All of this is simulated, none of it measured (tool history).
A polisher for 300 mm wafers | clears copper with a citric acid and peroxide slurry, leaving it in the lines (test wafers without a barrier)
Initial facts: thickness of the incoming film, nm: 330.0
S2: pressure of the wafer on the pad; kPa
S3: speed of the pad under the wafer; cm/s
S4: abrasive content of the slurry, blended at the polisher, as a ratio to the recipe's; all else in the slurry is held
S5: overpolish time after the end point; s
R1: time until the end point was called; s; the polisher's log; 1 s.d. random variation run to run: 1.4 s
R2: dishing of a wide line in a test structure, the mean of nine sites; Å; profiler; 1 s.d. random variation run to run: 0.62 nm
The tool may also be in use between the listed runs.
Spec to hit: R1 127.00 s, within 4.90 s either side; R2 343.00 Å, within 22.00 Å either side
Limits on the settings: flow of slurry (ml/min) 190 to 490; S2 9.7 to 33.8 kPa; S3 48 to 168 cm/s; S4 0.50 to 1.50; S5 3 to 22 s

run 1 hour=0.0 | flow_of_slurry_(ml/min)=315 S2=21.4 S3=108 S4=1.00 S5=11 | R1=138.18 R2=203.21
run 2 hour=6.3 | flow_of_slurry_(ml/min)=315 S2=21.4 S3=108 S4=1.00 S5=12 | R1=136.58 R2=211.22
run 3 hour=8.8 | flow_of_slurry_(ml/min)=315 S2=21.4 S3=108 S4=1.00 S5=8 | R1=136.20 R2=154.84
run 4 hour=10.9 | flow_of_slurry_(ml/min)=315 S2=21.4 S3=108 S4=1.00 S5=9 | R1=135.17 R2=167.00
-- hour=19.7 slurry nozzle cleaned
run 5 hour=19.7 | flow_of_slurry_(ml/min)=315 S2=18.6 S3=108 S4=1.00 S5=9 | R1=150.56 R2=151.63
run 6 hour=28.1 | flow_of_slurry_(ml/min)=315 S2=19.3 S3=108 S4=1.00 S5=10 | R1=148.52 R2=169.20
run 7 hour=31.1 | flow_of_slurry_(ml/min)=315 S2=20.0 S3=108 S4=1.00 S5=11 | R1=141.19 R2=194.41
run 8 hour=35.5 | flow_of_slurry_(ml/min)=315 S2=22.1 S3=106 S4=1.00 S5=17 | R1=131.39 R2=285.82

Which of these 4 next moves meets every target?
run A hour=39.9 | flow_of_slurry_(ml/min)=315 S2=24.1 S3=114 S4=1.00 S5=14 | R1=? R2=?
run B hour=39.9 | flow_of_slurry_(ml/min)=325 S2=25.5 S3=102 S4=1.05 S5=11 | R1=? R2=?
run C hour=39.9 | flow_of_slurry_(ml/min)=265 S2=26.9 S3=104 S4=0.60 S5=20 | R1=? R2=?
run D hour=39.9 | flow_of_slurry_(ml/min)=280 S2=23.4 S3=96 S4=0.95 S5=18 | R1=? R2=?

move=A R1=114.48 R2=283.50
move=B R1=119.31 R2=225.24
move=C R1=127.29 R2=346.64
move=D R1=141.76 R2=291.79
A: roughly where the last run was
B: lands further from the targets than the last run did
C: every result within its allowed miss
D: lands further from the targets than the last run did
Correct choice: C, which meets every target
